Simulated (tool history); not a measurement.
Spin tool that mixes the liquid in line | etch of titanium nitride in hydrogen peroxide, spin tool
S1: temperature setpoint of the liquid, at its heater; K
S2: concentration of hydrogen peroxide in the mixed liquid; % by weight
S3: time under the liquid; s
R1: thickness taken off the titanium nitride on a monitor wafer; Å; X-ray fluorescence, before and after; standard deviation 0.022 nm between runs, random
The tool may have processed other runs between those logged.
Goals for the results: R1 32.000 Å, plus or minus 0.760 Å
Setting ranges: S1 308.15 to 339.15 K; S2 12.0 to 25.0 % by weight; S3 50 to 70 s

Run 1, hour 0.0: S1 324.15 K, S2 17.0 % by weight, S3 70 s. Result: R1 42.038 Å.
Run 2, hour 4.8: S1 323.65 K, S2 17.0 % by weight, S3 70 s. Result: R1 41.073 Å.
Run 3, hour 11.0: S1 323.65 K, S2 15.0 % by weight, S3 70 s. Result: R1 40.414 Å.
Run 4, hour 18.4: S1 323.15 K, S2 15.0 % by weight, S3 70 s. Result: R1 38.849 Å.
Run 5, hour 24.8: S1 323.15 K, S2 17.0 % by weight, S3 70 s. Result: R1 39.658 Å.
Run 6, hour 31.9: S1 323.15 K, S2 15.5 % by weight, S3 70 s. Result: R1 38.715 Å.
Run 7, hour 39.4: S1 323.15 K, S2 15.5 % by weight, S3 70 s. Result: R1 38.380 Å.
Run 8, hour 47.4: S1 321.65 K, S2 15.5 % by weight, S3 70 s. Result: R1 34.469 Å.
Run 9, hour 53.5: S1 321.15 K, S2 15.5 % by weight, S3 70 s. Result: R1 33.366 Å.

Which single option among these 4 for the next run brings every result within its allowed miss of target? Just one does.
Run A, hour 59.6: S1 320.65 K, S2 14.5 % by weight, S3 70 s. Result: R1 ?.
Run B, hour 59.6: S1 321.15 K, S2 16.0 % by weight, S3 70 s. Result: R1 ?.
Run C, hour 59.6: S1 322.15 K, S2 24.5 % by weight, S3 60 s. Result: R1 ?.
Run D, hour 59.6: S1 326.15 K, S2 15.5 % by weight, S3 50 s. Result: R1 ?.

move      R1
   A  31.642
   B  33.510
   C  33.849
   D  34.081
A: every result within its allowed miss
B: its largest miss is bigger than the last run's
C: its largest miss is bigger than the last run's
D: its largest miss is bigger than the last run's
A meets every target.

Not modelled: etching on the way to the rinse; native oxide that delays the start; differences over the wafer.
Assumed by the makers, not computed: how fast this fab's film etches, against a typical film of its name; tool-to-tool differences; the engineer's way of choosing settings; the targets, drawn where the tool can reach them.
